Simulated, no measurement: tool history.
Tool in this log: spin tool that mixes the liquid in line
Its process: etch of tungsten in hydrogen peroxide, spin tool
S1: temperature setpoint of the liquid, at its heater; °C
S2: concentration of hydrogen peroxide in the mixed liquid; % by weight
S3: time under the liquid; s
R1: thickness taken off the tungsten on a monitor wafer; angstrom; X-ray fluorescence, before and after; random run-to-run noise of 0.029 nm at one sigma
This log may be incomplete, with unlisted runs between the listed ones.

run 1 hour=0.0 | S1=52.0 S2=15.5 S3=15 | R1=129.250
run 2 hour=8.1 | S1=49.5 S2=15.5 S3=15 | R1=111.240
run 3 hour=10.2 | S1=49.5 S2=15.5 S3=15 | R1=110.620
run 4 hour=17.2 | S1=49.5 S2=13.5 S3=15 | R1=102.920
run 5 hour=19.3 | S1=49.5 S2=16.5 S3=15 | R1=113.990
run 6 hour=27.6 | S1=47.5 S2=16.5 S3=15 | R1=100.920
run 7 hour=28.2 | S1=46.0 S2=16.5 S3=15 | R1=91.990
run 8 hour=29.5 | S1=45.0 S2=16.5 S3=15 | R1=86.684
run 9 hour=30.6 | S1=44.5 S2=16.5 S3=15 | R1=84.011
run 10 hour=34.1 | S1=44.0 S2=16.5 S3=15 | R1=81.120
run 11 hour=37.1 | S1=43.5 S2=16.5 S3=15 | R1=78.717

Predict the results of run 12:
run 12 hour=43.2 | S1=43.0 S2=16.5 S3=15 | R1=?

{"run 12": {"R1": 76.067}}
